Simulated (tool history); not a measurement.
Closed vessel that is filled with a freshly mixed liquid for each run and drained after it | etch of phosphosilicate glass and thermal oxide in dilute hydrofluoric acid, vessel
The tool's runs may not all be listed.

run,hour,temperature setpoint of the liquid (°C),parts of water to one part of 49 % hydrofluoric acid (parts by volume),time in the liquid (s),thickness taken off the phosphosilicate glass on a monitor wafer (nm),thickness taken off the thermal oxide on a monitor wafer (nm)
1,0.0,22.0,75,60,57.131,3.5551
2,7.0,22.0,60,60,74.395,4.5374
3,16.1,21.0,65,60,64.881,4.0205
4,21.2,20.5,70,60,58.327,3.6235
5,25.4,20.5,70,45,43.986,2.6797
6,34.0,20.0,70,45,43.239,2.6211

Forecast run 7:
7,40.8,19.5,70,45,?,?

{"run 7": {"thickness taken off the phosphosilicate glass on a monitor wafer (nm)": 42.422, "thickness taken off the thermal oxide on a monitor wafer (nm)": 2.5798}}
